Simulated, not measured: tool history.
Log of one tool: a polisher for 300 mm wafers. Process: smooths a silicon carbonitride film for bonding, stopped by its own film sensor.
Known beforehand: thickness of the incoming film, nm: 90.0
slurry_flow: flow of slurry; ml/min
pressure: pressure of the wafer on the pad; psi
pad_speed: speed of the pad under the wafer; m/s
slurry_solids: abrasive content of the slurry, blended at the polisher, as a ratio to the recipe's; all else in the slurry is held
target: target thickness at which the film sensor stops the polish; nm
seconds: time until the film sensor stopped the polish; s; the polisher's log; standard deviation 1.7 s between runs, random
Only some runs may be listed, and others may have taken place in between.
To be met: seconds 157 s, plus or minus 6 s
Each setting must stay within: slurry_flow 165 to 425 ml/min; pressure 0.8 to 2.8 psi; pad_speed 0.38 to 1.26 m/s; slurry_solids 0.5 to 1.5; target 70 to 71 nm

run  hour  slurry_flow  pressure  pad_speed  slurry_solids  target  seconds
  1     0          275       1.8       0.82              1      71   87.775
  2   4.8          275       1.8       0.72              1      71    93.92
  3   7.6          275       1.8       0.88              1      71   86.194
  4  13.4          275       1.6       0.86              1      71   97.172
  5  14.7          275       1.6       0.76              1      71    102.2
  6    18          330       1.6       0.76              1      71   100.09
  7  20.6          330       1.4       0.76              1      71   113.39
  8  27.5          330       1.4       0.76              1      71    113.6
  9  31.3          330       1.3       0.76              1      71   121.44
 10    40          330       1.2       0.76              1      71   131.18
 11  48.7          320       1.1       0.76              1      71    144.8
 12  56.5          310       1.1       0.76              1      71   141.89
 13  57.4          300       1.1       0.76              1      71   145.57
 14  65.1          290       1.1       0.76              1      71   147.71
 15  71.6          285       1.1       0.76              1      71    146.4

Pick the move, out of 5, that brings all results within their allowed miss; only one does.
  A  78.1          240       1.2       0.68            1.3      70        ?
  B  78.1          300         1        1.1           0.95      71        ?
  C  78.1          280       1.1       0.72            1.3      70        ?
  D  78.1          335       1.2       0.82           0.95      71        ?
  E  78.1          310         1       0.78            1.1      70        ?

move  seconds
   A   133.11
   B   132.05
   C   138.03
   D   129.66
   E   155.19
A: further off than the last run
B: further off than the last run
C: further off than the last run
D: further off than the last run
E: each result inside its tolerance
The move that meets every target is E.
